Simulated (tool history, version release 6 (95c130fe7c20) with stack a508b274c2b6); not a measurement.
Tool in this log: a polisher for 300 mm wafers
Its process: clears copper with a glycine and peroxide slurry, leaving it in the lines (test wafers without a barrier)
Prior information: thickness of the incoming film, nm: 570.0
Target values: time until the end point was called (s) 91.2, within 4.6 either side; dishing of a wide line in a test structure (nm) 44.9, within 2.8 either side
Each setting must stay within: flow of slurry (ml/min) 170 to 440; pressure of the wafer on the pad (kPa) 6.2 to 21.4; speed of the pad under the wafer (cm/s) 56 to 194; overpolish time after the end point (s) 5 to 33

run  hour  flow of slurry (ml/min)  pressure of the wafer on the pad (kPa)  speed of the pad under the wafer (cm/s)  overpolish time after the end point (s)  time until the end point was called (s)  dishing of a wide line in a test structure (nm)
  1     0                      280                                    13.8                                      124                                       17                                   141.25                                           34.296
  2   7.3                      280                                    13.8                                      136                                       17                                   128.81                                           35.769
  3  12.3                      280                                    14.5                                      136                                       17                                   123.82                                            36.86
  4    13                      280                                    15.2                                      136                                       17                                   120.79                                           37.201
  5  19.5                      280                                    15.9                                      136                                       17                                   116.77                                           37.779
  6  24.6                      280                                    12.4                                      136                                       17                                    142.7                                           33.534
     25.8  -- worn pad replaced by a new one
  7  25.8                      280                                    13.1                                      136                                       17                                   124.13                                           36.273
  8    33                      280                                    13.8                                      138                                       17                                   117.06                                           37.163

4 next moves are on the table. One of them brings every result within its allowed miss. Which?
  A  40.2                      275                                    17.9                                       84                                       14                                        ?                                                ?
  B  40.2                      290                                    15.2                                      166                                       20                                        ?                                                ?
  C  40.2                      260                                    11.7                                      122                                       13                                        ?                                                ?
  D  40.2                      300                                    15.2                                      118                                       22                                        ?                                                ?

move  time until the end point was called (s)  dishing of a wide line in a test structure (nm)
   A                                   141.27                                           29.812
   B                                   91.967                                           42.614
   C                                   147.88                                           26.983
   D                                   122.06                                           40.692
A: the biggest miss grows against the last run
B: every result within its allowed miss
C: the biggest miss grows against the last run
D: the biggest miss grows against the last run
Answer: B
